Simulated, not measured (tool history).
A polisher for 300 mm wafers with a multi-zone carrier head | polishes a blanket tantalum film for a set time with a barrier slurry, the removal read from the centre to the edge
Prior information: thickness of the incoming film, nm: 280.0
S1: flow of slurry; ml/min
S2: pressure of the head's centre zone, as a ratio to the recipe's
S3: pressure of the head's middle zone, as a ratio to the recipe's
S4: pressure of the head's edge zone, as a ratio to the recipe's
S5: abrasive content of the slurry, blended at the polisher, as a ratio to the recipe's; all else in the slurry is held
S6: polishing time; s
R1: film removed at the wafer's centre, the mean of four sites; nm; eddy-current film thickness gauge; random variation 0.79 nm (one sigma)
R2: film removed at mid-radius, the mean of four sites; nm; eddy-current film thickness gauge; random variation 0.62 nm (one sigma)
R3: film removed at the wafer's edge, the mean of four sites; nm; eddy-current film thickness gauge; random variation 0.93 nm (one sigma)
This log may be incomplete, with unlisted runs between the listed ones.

| run | day | S1 | S2 | S3 | S4 | S5 | S6 | R1 | R2 | R3 |
|---|---|---|---|---|---|---|---|---|---|---|
| 1 | 0 | 230 | 1 | 1 | 1 | 1 | 48 | 69.008 | 68.729 | 72.415 |
| 2 | 0.321 | 180 | 1 | 1 | 1 | 1 | 48 | 66.53 | 69.147 | 71.762 |
| 3 | 0.538 | 190 | 1.02 | 0.99 | 1.03 | 1.05 | 48 | 68.8 | 69.012 | 74.918 |
| 4 | 0.7 | 155 | 1.02 | 0.99 | 1.03 | 1.05 | 48 | 67.252 | 67.267 | 72.61 |
| 5 | 0.804 | 155 | 1.02 | 0.99 | 1.03 | 0.85 | 48 | 62.599 | 63.032 | 69.323 |
| 6 | 0.933 | 155 | 1.02 | 0.99 | 1.03 | 0.7 | 48 | 60.876 | 59.346 | 64.045 |
| 7 | 1.275 | 170 | 1.05 | 0.98 | 1.05 | 0.8 | 48 | 66.256 | 63.035 | 68.608 |
| 8 | 1.633 | 185 | 1.06 | 0.96 | 1.08 | 0.85 | 48 | 68.536 | 63.953 | 70.661 |
| 9 | 1.929 | 190 | 1.07 | 0.93 | 1.1 | 0.9 | 48 | 70.797 | 63.448 | 71.332 |
| 10 | 2.208 | 185 | 1.08 | 0.91 | 1.12 | 1 | 48 | 72.799 | 63.621 | 75.875 |

Run 11 has not been measured yet. What should we expect?
| 11 | 2.321 | 185 | 1.08 | 0.91 | 1.12 | 1 | 48 | ? | ? | ? |

R1: 73.533 nm
R2: 63.906 nm
R3: 76.561 nm

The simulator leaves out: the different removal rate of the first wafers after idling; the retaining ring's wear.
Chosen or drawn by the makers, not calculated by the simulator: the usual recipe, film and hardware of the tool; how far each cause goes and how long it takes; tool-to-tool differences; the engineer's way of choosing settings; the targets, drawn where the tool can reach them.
